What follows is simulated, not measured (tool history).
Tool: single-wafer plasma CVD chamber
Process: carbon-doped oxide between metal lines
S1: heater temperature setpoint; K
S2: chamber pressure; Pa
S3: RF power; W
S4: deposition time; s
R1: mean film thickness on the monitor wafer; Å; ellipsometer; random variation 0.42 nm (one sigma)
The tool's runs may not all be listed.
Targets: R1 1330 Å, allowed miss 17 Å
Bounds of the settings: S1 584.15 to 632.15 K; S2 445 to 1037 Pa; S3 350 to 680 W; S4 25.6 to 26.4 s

run	hour	S1	S2	S3	S4	R1
1	0	608.15	741	515	25.6	1476.7
2	7.3	616.15	741	515	25.6	1433.9
3	11.7	609.15	741	515	25.6	1466.5
4	12.7	614.15	704	510	25.6	1427.8
5	16.3	618.15	680	505	25.6	1385.6
6	24.5	618.15	680	570	25.6	1538.2
7	29.6	621.15	643	555	25.6	1488.2
8	31	623.15	629	540	25.6	1437.7
9	37	625.15	609	530	25.6	1400.7

5 next moves are on the table. One of them brings every result within its allowed miss. Which?
A	43	625.15	593	550	26.4	?
B	43	630.15	661	525	26.3	?
C	43	626.15	588	490	25.6	?
D	43	621.15	663	490	25.6	?
E	43	617.15	651	555	25.6	?

move	R1
A	1487.5
B	1419.5
C	1293.6
D	1330.8
E	1506.1
A: further off than the last run
B: further off than the last run
C: takes the result that was furthest off past its target
D: meets every target
E: further off than the last run
The right move is D.
